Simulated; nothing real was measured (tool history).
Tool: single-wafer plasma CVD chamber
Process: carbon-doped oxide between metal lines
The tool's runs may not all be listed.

run  hour  heater temperature setpoint (K)  chamber pressure (Pa)  RF power (W)  deposition time (s)  mean film thickness on the monitor wafer (Å)
  1     0                           648.15                    695           385                 21.2                                        880.89
  2   5.3                           639.15                    695           385                 21.2                                        900.47
  3  10.9                           646.15                    695           385                 21.2                                        883.83
  4  18.2                           646.15                    581           385                 21.2                                        865.92
  5  21.1                           646.15                    509           385                 21.2                                        850.24
  6  22.9                           646.15                    509           385                 20.2                                        806.62
  7  26.9                           650.15                    485           385                 20.2                                         796.7

The next listed run, before its measurement:
  8  35.7                           662.15                    417           370                 20.2                                             ?

{"run 8": {"mean film thickness on the monitor wafer (Å)": 740.91}}
